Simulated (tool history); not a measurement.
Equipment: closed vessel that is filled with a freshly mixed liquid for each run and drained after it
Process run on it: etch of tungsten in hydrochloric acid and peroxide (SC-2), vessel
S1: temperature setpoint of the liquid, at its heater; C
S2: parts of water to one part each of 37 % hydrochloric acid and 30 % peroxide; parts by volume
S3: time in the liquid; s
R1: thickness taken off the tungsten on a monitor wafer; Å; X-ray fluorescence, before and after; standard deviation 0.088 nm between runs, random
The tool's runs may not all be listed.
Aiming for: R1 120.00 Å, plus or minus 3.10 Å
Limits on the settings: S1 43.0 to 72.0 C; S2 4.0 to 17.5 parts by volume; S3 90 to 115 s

run 1 hour=0.0 | S1=59.0 S2=9.5 S3=115 | R1=280.64
run 2 hour=9.2 | S1=59.0 S2=9.5 S3=90 | R1=220.20
run 3 hour=10.5 | S1=59.0 S2=8.0 S3=90 | R1=252.84
run 4 hour=14.0 | S1=56.0 S2=8.0 S3=90 | R1=209.26
run 5 hour=17.3 | S1=55.0 S2=8.0 S3=90 | R1=195.22
run 6 hour=21.0 | S1=54.0 S2=8.0 S3=90 | R1=182.24
run 7 hour=25.9 | S1=46.0 S2=8.0 S3=90 | R1=105.50
-- hour=29.8 thermometer replaced
run 8 hour=29.8 | S1=47.0 S2=8.0 S3=90 | R1=130.76

Exactly one of the 4 candidate moves below puts every result within its allowed miss. Which one?
run A hour=33.7 | S1=43.0 S2=7.5 S3=110 | R1=?
run B hour=33.7 | S1=48.0 S2=9.0 S3=90 | R1=?
run C hour=33.7 | S1=44.5 S2=8.5 S3=110 | R1=?
run D hour=33.7 | S1=44.5 S2=7.0 S3=90 | R1=?

move=A R1=125.82
move=B R1=125.27
move=C R1=126.31
move=D R1=120.57
A: closer than the last run, but not yet in spec
B: closer than the last run, but not yet in spec
C: closer than the last run, but not yet in spec
D: every result within its allowed miss
The right move is D.
